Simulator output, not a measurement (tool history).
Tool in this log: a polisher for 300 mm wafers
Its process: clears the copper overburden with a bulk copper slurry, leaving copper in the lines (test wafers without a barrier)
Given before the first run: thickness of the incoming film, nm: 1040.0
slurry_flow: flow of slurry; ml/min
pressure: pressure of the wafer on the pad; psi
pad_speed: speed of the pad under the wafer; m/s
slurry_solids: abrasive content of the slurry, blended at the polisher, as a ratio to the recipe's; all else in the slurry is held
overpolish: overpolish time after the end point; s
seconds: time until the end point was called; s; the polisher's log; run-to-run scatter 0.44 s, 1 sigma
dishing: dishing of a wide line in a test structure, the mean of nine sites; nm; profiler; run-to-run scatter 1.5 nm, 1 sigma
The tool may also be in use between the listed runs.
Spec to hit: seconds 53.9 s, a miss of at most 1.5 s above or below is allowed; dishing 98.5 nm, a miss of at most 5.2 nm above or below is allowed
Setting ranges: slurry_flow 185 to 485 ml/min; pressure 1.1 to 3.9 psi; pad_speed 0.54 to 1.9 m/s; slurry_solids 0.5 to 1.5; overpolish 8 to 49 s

| run | hour | slurry_flow | pressure | pad_speed | slurry_solids | overpolish | seconds | dishing |
|---|---|---|---|---|---|---|---|---|
| 1 | 0 | 310 | 2.5 | 1.22 | 1 | 25 | 80.914 | 95.864 |
| 2 | 1.5 | 310 | 2.7 | 1.22 | 1 | 22 | 74.845 | 93.515 |
| 3 | 5.6 | 310 | 2.9 | 1.22 | 1 | 21 | 69.948 | 97.176 |
| 4 | 12.4 | 385 | 2.9 | 1.22 | 1 | 21 | 69.293 | 97.744 |
| 5 | 17.7 | 385 | 3 | 1.22 | 1 | 19 | 66.928 | 98.213 |
| 6 | 19.1 | 385 | 3 | 1.22 | 1 | 26 | 66.246 | 107.92 |
| 7 | 21.2 | 385 | 3.1 | 1.22 | 1 | 23 | 64.502 | 106.39 |
| 8 | 24.5 | 390 | 3.6 | 1.26 | 1 | 11 | 54.328 | 85.749 |
| 9 | 25.2 | 390 | 3.6 | 1.26 | 1 | 12 | 54.595 | 90.765 |

Pick the move, out of 5, that brings all results within their allowed miss; only one does.
| A | 25.9 | 300 | 3.7 | 1.3 | 1.1 | 14 | ? | ? |
| B | 25.9 | 345 | 3.9 | 1.24 | 1.15 | 13 | ? | ? |
| C | 25.9 | 410 | 3.9 | 1.14 | 1.3 | 13 | ? | ? |
| D | 25.9 | 385 | 3.7 | 1.34 | 1 | 13 | ? | ? |
| E | 25.9 | 395 | 3.2 | 1.42 | 1.05 | 15 | ? | ? |

| move | seconds | dishing |
|---|---|---|
| A | 50.637 | 101.63 |
| B | 49.25 | 100.61 |
| C | 51.13 | 98.859 |
| D | 49.594 | 99.238 |
| E | 53.223 | 99.174 |
A: meets the target for the result that was furthest off, but another lies outside its allowed miss
B: meets the target for the result that was furthest off, but another lies outside its allowed miss
C: meets the target for the result that was furthest off, but another lies outside its allowed miss
D: meets the target for the result that was furthest off, but another lies outside its allowed miss
E: all results in spec
The move that meets every target is E.

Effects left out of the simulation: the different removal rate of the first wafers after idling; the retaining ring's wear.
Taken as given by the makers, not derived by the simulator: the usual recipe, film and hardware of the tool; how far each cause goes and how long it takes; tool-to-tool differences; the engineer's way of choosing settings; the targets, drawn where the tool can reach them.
